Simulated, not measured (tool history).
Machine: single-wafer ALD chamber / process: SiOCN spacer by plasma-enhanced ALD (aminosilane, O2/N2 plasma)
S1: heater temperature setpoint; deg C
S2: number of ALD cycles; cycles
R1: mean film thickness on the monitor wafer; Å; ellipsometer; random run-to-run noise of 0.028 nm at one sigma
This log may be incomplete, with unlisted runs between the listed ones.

| run | hour | S1 | S2 | R1 |
|---|---|---|---|---|
| 1 | 0.0 | 385 | 67 | 42.020 |
| 2 | 6.3 | 385 | 61 | 38.236 |
| 3 | 12.7 | 376 | 61 | 38.095 |
| 4 | 17.9 | 387 | 61 | 38.218 |
| 5 | 23.2 | 397 | 61 | 38.215 |
| 6 | 29.8 | 397 | 65 | 40.629 |
| 7 | 34.6 | 397 | 68 | 42.260 |
| 8 | 38.6 | 397 | 71 | 43.989 |
| 9 | 41.4 | 397 | 73 | 45.532 |
| 10 | 43.0 | 397 | 75 | 46.995 |

Forecast run 11:
| 11 | 48.8 | 397 | 76 | ? |

R1: 47.262 Å

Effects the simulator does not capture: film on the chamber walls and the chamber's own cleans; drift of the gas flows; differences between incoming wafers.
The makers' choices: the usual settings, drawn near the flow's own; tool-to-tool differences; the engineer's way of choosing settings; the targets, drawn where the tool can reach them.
